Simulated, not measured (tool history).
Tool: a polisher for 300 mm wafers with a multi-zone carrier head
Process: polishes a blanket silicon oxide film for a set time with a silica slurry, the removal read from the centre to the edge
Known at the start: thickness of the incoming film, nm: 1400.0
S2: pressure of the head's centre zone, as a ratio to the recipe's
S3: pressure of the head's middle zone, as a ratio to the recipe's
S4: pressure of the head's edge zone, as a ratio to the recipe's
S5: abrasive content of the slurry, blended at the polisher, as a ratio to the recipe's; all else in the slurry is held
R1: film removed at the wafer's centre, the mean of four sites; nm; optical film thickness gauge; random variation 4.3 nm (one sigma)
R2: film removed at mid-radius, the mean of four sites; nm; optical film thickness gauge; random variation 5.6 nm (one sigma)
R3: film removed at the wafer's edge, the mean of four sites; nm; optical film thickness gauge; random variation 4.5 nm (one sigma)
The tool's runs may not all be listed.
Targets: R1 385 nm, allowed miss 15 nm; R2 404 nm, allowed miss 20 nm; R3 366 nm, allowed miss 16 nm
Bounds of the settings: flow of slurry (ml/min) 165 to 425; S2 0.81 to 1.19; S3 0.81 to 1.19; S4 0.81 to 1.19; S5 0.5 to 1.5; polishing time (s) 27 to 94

{"run": 1, "hour": 0.0, "flow of slurry (ml/min)": 275, "S2": 1, "S3": 1, "S4": 1, "S5": 1, "polishing time (s)": 60, "R1": 272.53, "R2": 272.78, "R3": 276.07}
{"run": 2, "hour": 7.3, "flow of slurry (ml/min)": 275, "S2": 1.01, "S3": 1.02, "S4": 1.01, "S5": 1.1, "polishing time (s)": 60, "R1": 280.2, "R2": 288.48, "R3": 286.61}
{"run": 3, "hour": 12.2, "flow of slurry (ml/min)": 275, "S2": 1.01, "S3": 1.09, "S4": 1.01, "S5": 1.1, "polishing time (s)": 60, "R1": 281.95, "R2": 296.61, "R3": 279.67}
{"run": 4, "hour": 19.1, "flow of slurry (ml/min)": 275, "S2": 0.97, "S3": 1.09, "S4": 1.01, "S5": 1.1, "polishing time (s)": 60, "R1": 275.36, "R2": 302.7, "R3": 281.14}
{"run": 5, "hour": 26.3, "flow of slurry (ml/min)": 275, "S2": 0.97, "S3": 1.17, "S4": 1.01, "S5": 1.1, "polishing time (s)": 60, "R1": 274.49, "R2": 318.88, "R3": 278.76}
{"run": 6, "hour": 27.3, "flow of slurry (ml/min)": 275, "S2": 0.97, "S3": 1.17, "S4": 0.93, "S5": 1.1, "polishing time (s)": 60, "R1": 275.6, "R2": 313.2, "R3": 266.96}
{"run": 7, "hour": 35.9, "flow of slurry (ml/min)": 275, "S2": 0.98, "S3": 1.17, "S4": 0.95, "S5": 1.15, "polishing time (s)": 61, "R1": 285.46, "R2": 324.65, "R3": 275.09}
{"run": 8, "hour": 41.5, "flow of slurry (ml/min)": 275, "S2": 0.99, "S3": 1.16, "S4": 0.97, "S5": 1.2, "polishing time (s)": 62, "R1": 293.86, "R2": 337.34, "R3": 286.46}
{"run": 9, "hour": 44.7, "flow of slurry (ml/min)": 275, "S2": 1.01, "S3": 1.14, "S4": 0.99, "S5": 1.25, "polishing time (s)": 63, "R1": 308.61, "R2": 344.28, "R3": 303.5}
{"run": 10, "hour": 53.0, "flow of slurry (ml/min)": 290, "S2": 1.11, "S3": 1.17, "S4": 1.07, "S5": 1.5, "polishing time (s)": 64, "R1": 362.03, "R2": 361.15, "R3": 335.14}
{"run": 11, "hour": 60.1, "flow of slurry (ml/min)": 290, "S2": 1.11, "S3": 1.17, "S4": 1.07, "S5": 1.5, "polishing time (s)": 65, "R1": 361.9, "R2": 379.83, "R3": 345.89}
{"run": 12, "hour": 65.2, "flow of slurry (ml/min)": 290, "S2": 1.11, "S3": 1.17, "S4": 1.07, "S5": 1.5, "polishing time (s)": 66, "R1": 367.77, "R2": 384.1, "R3": 351.5}

4 next moves are on the table. One of them brings every result within its allowed miss. Which?
{"run": "A", "hour": 70.3, "flow of slurry (ml/min)": 280, "S2": 1.11, "S3": 1.15, "S4": 1.11, "S5": 1.5, "polishing time (s)": 65, "R1": "?", "R2": "?", "R3": "?"}
{"run": "B", "hour": 70.3, "flow of slurry (ml/min)": 195, "S2": 1.16, "S3": 1.13, "S4": 1.03, "S5": 1.45, "polishing time (s)": 67, "R1": "?", "R2": "?", "R3": "?"}
{"run": "C", "hour": 70.3, "flow of slurry (ml/min)": 305, "S2": 1.02, "S3": 1.19, "S4": 0.89, "S5": 1.45, "polishing time (s)": 69, "R1": "?", "R2": "?", "R3": "?"}
{"run": "D", "hour": 70.3, "flow of slurry (ml/min)": 385, "S2": 1.11, "S3": 1.19, "S4": 1.08, "S5": 1.45, "polishing time (s)": 68, "R1": "?", "R2": "?", "R3": "?"}

move=A R1=360.17 R2=367.84 R3=347.12
move=B R1=358.67 R2=351.88 R3=328.47
move=C R1=359.4 R2=400.67 R3=330.17
move=D R1=385.84 R2=403 R3=362.75
A: further off than the last run
B: further off than the last run
C: further off than the last run
D: meets every target
Answer: D
